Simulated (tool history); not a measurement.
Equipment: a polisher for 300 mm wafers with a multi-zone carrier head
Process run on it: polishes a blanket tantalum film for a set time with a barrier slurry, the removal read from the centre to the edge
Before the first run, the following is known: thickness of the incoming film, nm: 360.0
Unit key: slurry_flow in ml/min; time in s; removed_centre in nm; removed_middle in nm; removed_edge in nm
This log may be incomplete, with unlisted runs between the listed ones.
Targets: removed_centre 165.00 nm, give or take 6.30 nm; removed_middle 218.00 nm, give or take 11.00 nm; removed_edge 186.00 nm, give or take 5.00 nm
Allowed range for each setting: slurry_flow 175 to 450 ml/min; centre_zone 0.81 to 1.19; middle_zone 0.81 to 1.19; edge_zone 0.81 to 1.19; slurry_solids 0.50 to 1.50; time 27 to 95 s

{"run": 1, "hour": 0.0, "slurry_flow": 290, "centre_zone": 1.0, "middle_zone": 1.0, "edge_zone": 1.0, "slurry_solids": 1.0, "time": 61, "removed_centre": 142.23, "removed_middle": 142.68, "removed_edge": 142.38}
{"run": 2, "hour": 4.7, "slurry_flow": 235, "centre_zone": 1.0, "middle_zone": 1.0, "edge_zone": 1.0, "slurry_solids": 1.0, "time": 61, "removed_centre": 137.79, "removed_middle": 143.04, "removed_edge": 141.47}
{"run": 3, "hour": 6.6, "slurry_flow": 235, "centre_zone": 1.0, "middle_zone": 1.0, "edge_zone": 0.95, "slurry_solids": 1.0, "time": 61, "removed_centre": 139.46, "removed_middle": 143.79, "removed_edge": 137.17}
{"run": 4, "hour": 8.7, "slurry_flow": 235, "centre_zone": 1.0, "middle_zone": 1.0, "edge_zone": 0.95, "slurry_solids": 1.0, "time": 49, "removed_centre": 112.58, "removed_middle": 114.26, "removed_edge": 111.53}
{"run": 5, "hour": 9.5, "slurry_flow": 235, "centre_zone": 1.07, "middle_zone": 1.0, "edge_zone": 0.95, "slurry_solids": 1.0, "time": 49, "removed_centre": 117.79, "removed_middle": 114.27, "removed_edge": 110.68}
{"run": 6, "hour": 16.8, "slurry_flow": 230, "centre_zone": 1.05, "middle_zone": 1.02, "edge_zone": 0.96, "slurry_solids": 1.05, "time": 51, "removed_centre": 121.76, "removed_middle": 121.35, "removed_edge": 117.72}
{"run": 7, "hour": 21.6, "slurry_flow": 225, "centre_zone": 1.03, "middle_zone": 1.04, "edge_zone": 0.96, "slurry_solids": 1.1, "time": 53, "removed_centre": 128.74, "removed_middle": 133.16, "removed_edge": 123.33}
{"run": 8, "hour": 23.0, "slurry_flow": 220, "centre_zone": 1.01, "middle_zone": 1.05, "edge_zone": 0.98, "slurry_solids": 1.15, "time": 54, "removed_centre": 127.78, "removed_middle": 132.62, "removed_edge": 128.14}
{"run": 9, "hour": 31.4, "slurry_flow": 215, "centre_zone": 0.99, "middle_zone": 1.07, "edge_zone": 0.98, "slurry_solids": 1.2, "time": 56, "removed_centre": 132.72, "removed_middle": 146.78, "removed_edge": 133.83}
{"run": 10, "hour": 36.9, "slurry_flow": 215, "centre_zone": 0.98, "middle_zone": 1.08, "edge_zone": 0.99, "slurry_solids": 1.25, "time": 57, "removed_centre": 133.73, "removed_middle": 151.51, "removed_edge": 140.73}
{"run": 11, "hour": 39.0, "slurry_flow": 215, "centre_zone": 0.97, "middle_zone": 1.09, "edge_zone": 0.99, "slurry_solids": 1.3, "time": 58, "removed_centre": 136.35, "removed_middle": 158.62, "removed_edge": 143.03}
{"run": 12, "hour": 43.8, "slurry_flow": 215, "centre_zone": 0.97, "middle_zone": 1.1, "edge_zone": 1.0, "slurry_solids": 1.3, "time": 59, "removed_centre": 138.75, "removed_middle": 158.85, "removed_edge": 147.47}
{"run": 13, "hour": 49.3, "slurry_flow": 215, "centre_zone": 0.96, "middle_zone": 1.11, "edge_zone": 1.0, "slurry_solids": 1.3, "time": 60, "removed_centre": 136.37, "removed_middle": 165.46, "removed_edge": 148.34}
{"run": 14, "hour": 54.8, "slurry_flow": 215, "centre_zone": 0.96, "middle_zone": 1.12, "edge_zone": 1.0, "slurry_solids": 1.3, "time": 61, "removed_centre": 144.51, "removed_middle": 173.1, "removed_edge": 151.78}
{"run": 15, "hour": 58.4, "slurry_flow": 220, "centre_zone": 0.96, "middle_zone": 1.13, "edge_zone": 1.01, "slurry_solids": 1.3, "time": 62, "removed_centre": 145.65, "removed_middle": 173.04, "removed_edge": 154.55}
{"run": 16, "hour": 60.6, "slurry_flow": 220, "centre_zone": 0.95, "middle_zone": 1.14, "edge_zone": 1.01, "slurry_solids": 1.3, "time": 63, "removed_centre": 145.03, "removed_middle": 172.13, "removed_edge": 158.89}
{"run": 17, "hour": 67.0, "slurry_flow": 215, "centre_zone": 0.94, "middle_zone": 1.14, "edge_zone": 1.01, "slurry_solids": 1.3, "time": 64, "removed_centre": 145.89, "removed_middle": 176.73, "removed_edge": 158.97}
{"run": 18, "hour": 74.7, "slurry_flow": 220, "centre_zone": 0.94, "middle_zone": 1.15, "edge_zone": 1.01, "slurry_solids": 1.3, "time": 65, "removed_centre": 148.41, "removed_middle": 185.6, "removed_edge": 161.84}
{"run": 19, "hour": 76.9, "slurry_flow": 225, "centre_zone": 0.94, "middle_zone": 1.15, "edge_zone": 1.01, "slurry_solids": 1.3, "time": 65, "removed_centre": 146.86, "removed_middle": 186.4, "removed_edge": 162.3}
{"run": 20, "hour": 78.9, "slurry_flow": 225, "centre_zone": 0.94, "middle_zone": 1.15, "edge_zone": 1.01, "slurry_solids": 1.3, "time": 65, "removed_centre": 151.81, "removed_middle": 187.99, "removed_edge": 163.53}
{"run": 21, "hour": 80.2, "slurry_flow": 235, "centre_zone": 0.94, "middle_zone": 1.15, "edge_zone": 1.02, "slurry_solids": 1.3, "time": 65, "removed_centre": 146.97, "removed_middle": 189.69, "removed_edge": 160.83}
{"run": 22, "hour": 82.3, "slurry_flow": 235, "centre_zone": 0.94, "middle_zone": 1.15, "edge_zone": 1.03, "slurry_solids": 1.3, "time": 65, "removed_centre": 146.2, "removed_middle": 183.78, "removed_edge": 164.24}
{"run": 23, "hour": 84.2, "slurry_flow": 240, "centre_zone": 0.94, "middle_zone": 1.15, "edge_zone": 1.03, "slurry_solids": 1.3, "time": 65, "removed_centre": 149.68, "removed_middle": 184.38, "removed_edge": 166.29}
{"run": 24, "hour": 91.5, "slurry_flow": 245, "centre_zone": 0.94, "middle_zone": 1.15, "edge_zone": 1.03, "slurry_solids": 1.3, "time": 65, "removed_centre": 150.7, "removed_middle": 183.27, "removed_edge": 162.9}
{"run": 25, "hour": 100.3, "slurry_flow": 240, "centre_zone": 0.94, "middle_zone": 1.15, "edge_zone": 1.03, "slurry_solids": 1.3, "time": 66, "removed_centre": 154.61, "removed_middle": 189.03, "removed_edge": 166.56}
{"run": 26, "hour": 104.2, "slurry_flow": 245, "centre_zone": 0.93, "middle_zone": 1.15, "edge_zone": 1.03, "slurry_solids": 1.3, "time": 66, "removed_centre": 155.39, "removed_middle": 187.21, "removed_edge": 168.05}

Next run, 4 choices. One meets every target within its allowed miss, the rest don't. Which?
{"run": "A", "hour": 108.1, "slurry_flow": 445, "centre_zone": 0.97, "middle_zone": 0.93, "edge_zone": 0.98, "slurry_solids": 1.4, "time": 65, "removed_centre": "?", "removed_middle": "?", "removed_edge": "?"}
{"run": "B", "hour": 108.1, "slurry_flow": 190, "centre_zone": 0.92, "middle_zone": 1.19, "edge_zone": 1.02, "slurry_solids": 1.4, "time": 73, "removed_centre": "?", "removed_middle": "?", "removed_edge": "?"}
{"run": "C", "hour": 108.1, "slurry_flow": 245, "centre_zone": 0.97, "middle_zone": 1.02, "edge_zone": 0.92, "slurry_solids": 1.25, "time": 60, "removed_centre": "?", "removed_middle": "?", "removed_edge": "?"}
{"run": "D", "hour": 108.1, "slurry_flow": 290, "centre_zone": 0.89, "middle_zone": 0.92, "edge_zone": 1.19, "slurry_solids": 1.25, "time": 68, "removed_centre": "?", "removed_middle": "?", "removed_edge": "?"}

move=A removed_centre=163.31 removed_middle=164.18 removed_edge=168.85
move=B removed_centre=161.94 removed_middle=212.96 removed_edge=183.23
move=C removed_centre=139.63 removed_middle=152.31 removed_edge=141.93
move=D removed_centre=147.20 removed_middle=160.47 removed_edge=184.81
A: moves away from the targets compared with the last run
B: all results land within tolerance of their targets
C: moves away from the targets compared with the last run
D: meets the target for the result that was furthest off, but another lies outside its allowed miss
Answer: B
